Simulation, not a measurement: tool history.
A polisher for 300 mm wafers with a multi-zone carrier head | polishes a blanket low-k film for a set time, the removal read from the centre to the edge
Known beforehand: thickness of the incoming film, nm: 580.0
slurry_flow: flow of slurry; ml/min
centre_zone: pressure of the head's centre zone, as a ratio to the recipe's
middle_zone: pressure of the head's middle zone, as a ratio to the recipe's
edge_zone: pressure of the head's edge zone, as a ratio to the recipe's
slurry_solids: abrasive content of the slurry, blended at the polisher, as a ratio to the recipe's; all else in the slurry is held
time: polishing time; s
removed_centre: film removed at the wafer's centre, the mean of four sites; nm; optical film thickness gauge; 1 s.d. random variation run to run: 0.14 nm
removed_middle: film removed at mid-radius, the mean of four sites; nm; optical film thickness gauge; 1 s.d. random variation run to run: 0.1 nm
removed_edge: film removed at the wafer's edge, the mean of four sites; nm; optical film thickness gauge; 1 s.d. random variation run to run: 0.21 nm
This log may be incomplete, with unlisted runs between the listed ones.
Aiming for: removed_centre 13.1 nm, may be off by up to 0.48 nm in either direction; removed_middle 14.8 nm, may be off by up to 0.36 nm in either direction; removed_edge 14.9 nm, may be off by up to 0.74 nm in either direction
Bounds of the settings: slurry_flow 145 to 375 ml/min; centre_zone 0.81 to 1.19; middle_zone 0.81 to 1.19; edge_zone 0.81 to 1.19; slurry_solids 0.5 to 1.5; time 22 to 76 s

| run | day | slurry_flow | centre_zone | middle_zone | edge_zone | slurry_solids | time | removed_centre | removed_middle | removed_edge |
|---|---|---|---|---|---|---|---|---|---|---|
| 1 | 0 | 240 | 1 | 1 | 1 | 1 | 49 | 10.453 | 10.838 | 11.375 |
| 2 | 0.154 | 265 | 1 | 1 | 1 | 1 | 49 | 10.615 | 11.221 | 11.334 |
| 3 | 0.275 | 260 | 1 | 1.01 | 1.02 | 1.05 | 49 | 10.81 | 11.268 | 11.483 |
| 4 | 0.3 | 260 | 1 | 1.07 | 1.02 | 1.05 | 49 | 10.914 | 11.975 | 11.58 |
|  | 0.542 | centre zone pressure recalibrated |
| 5 | 0.542 | 260 | 1 | 1.03 | 1.02 | 1.05 | 49 | 11.728 | 11.578 | 11.442 |
| 6 | 0.712 | 250 | 0.98 | 1.04 | 1.02 | 1.1 | 50 | 11.687 | 12.158 | 11.958 |
| 7 | 0.742 | 280 | 0.98 | 1.12 | 1.12 | 1.35 | 50 | 12.451 | 13.646 | 13.166 |
| 8 | 0.842 | 280 | 0.97 | 1.12 | 1.13 | 1.35 | 50 | 12.547 | 13.636 | 13.289 |
| 9 | 0.879 | 280 | 0.96 | 1.12 | 1.14 | 1.35 | 50 | 12.34 | 13.912 | 13.241 |

Below are 5 possible settings for the next run. Only one of them brings all results inside the allowed miss of their targets. Which is it?
| A | 0.917 | 300 | 0.86 | 1.04 | 1.17 | 1.4 | 54 | ? | ? | ? |
| B | 0.917 | 225 | 0.89 | 0.88 | 1.19 | 1.5 | 63 | ? | ? | ? |
| C | 0.917 | 230 | 0.95 | 1.03 | 1.19 | 1.5 | 54 | ? | ? | ? |
| D | 0.917 | 300 | 0.94 | 1.1 | 1.19 | 1.35 | 54 | ? | ? | ? |
| E | 0.917 | 290 | 0.92 | 1.16 | 1.13 | 1.25 | 57 | ? | ? | ? |

| move | removed_centre | removed_middle | removed_edge |
|---|---|---|---|
| A | 11.905 | 14.33 | 14.789 |
| B | 14.121 | 14.336 | 17.346 |
| C | 12.981 | 14.054 | 14.869 |
| D | 12.898 | 14.876 | 14.76 |
| E | 13 | 16.039 | 14.798 |
A: about as far from the targets as the last run
B: lands further from the targets than the last run did
C: nearer than the last run, and not there yet
D: each result inside its tolerance
E: takes the result that was furthest off past its target
Go with D: it meets all targets.
